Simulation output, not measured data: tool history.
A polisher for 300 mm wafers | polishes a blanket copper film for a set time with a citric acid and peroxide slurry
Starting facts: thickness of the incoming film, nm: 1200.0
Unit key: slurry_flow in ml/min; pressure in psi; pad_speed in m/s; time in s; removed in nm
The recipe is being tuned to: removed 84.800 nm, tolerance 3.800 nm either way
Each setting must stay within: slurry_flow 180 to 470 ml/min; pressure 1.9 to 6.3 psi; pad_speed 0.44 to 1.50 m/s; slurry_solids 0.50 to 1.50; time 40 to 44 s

run  hour  slurry_flow  pressure  pad_speed  slurry_solids  time  removed
  1   0.0          300       4.1       0.96           1.00    44  113.660
  2   4.5          300       3.9       0.96           1.00    44  108.830
  3   7.0          300       3.9       0.96           1.00    40   98.349
  4  10.7          300       3.8       0.96           1.00    40   95.670
  5  12.6          270       3.8       0.96           1.00    40   95.015
  6  18.7          270       3.7       0.96           1.00    40   91.187
  7  24.4          265       3.7       0.96           1.00    40   93.796
  8  25.6          265       3.6       0.96           1.00    40   91.123

Of the 4 settings listed for the next run, only one would bring every result within its allowed miss of target. Which one?
  A  26.8          330       3.2       1.18           1.25    40        ?
  B  26.8          285       4.2       0.86           1.10    40        ?
  C  26.8          260       3.3       0.90           1.00    42        ?
  D  26.8          325       2.9       1.04           0.85    40        ?

move  removed
   A  102.340
   B  101.380
   C   85.449
   D   78.636
A: its largest miss is bigger than the last run's
B: its largest miss is bigger than the last run's
C: each result inside its tolerance
D: takes the biggest miss from the last run beyond its target
Go with C: it meets all targets.

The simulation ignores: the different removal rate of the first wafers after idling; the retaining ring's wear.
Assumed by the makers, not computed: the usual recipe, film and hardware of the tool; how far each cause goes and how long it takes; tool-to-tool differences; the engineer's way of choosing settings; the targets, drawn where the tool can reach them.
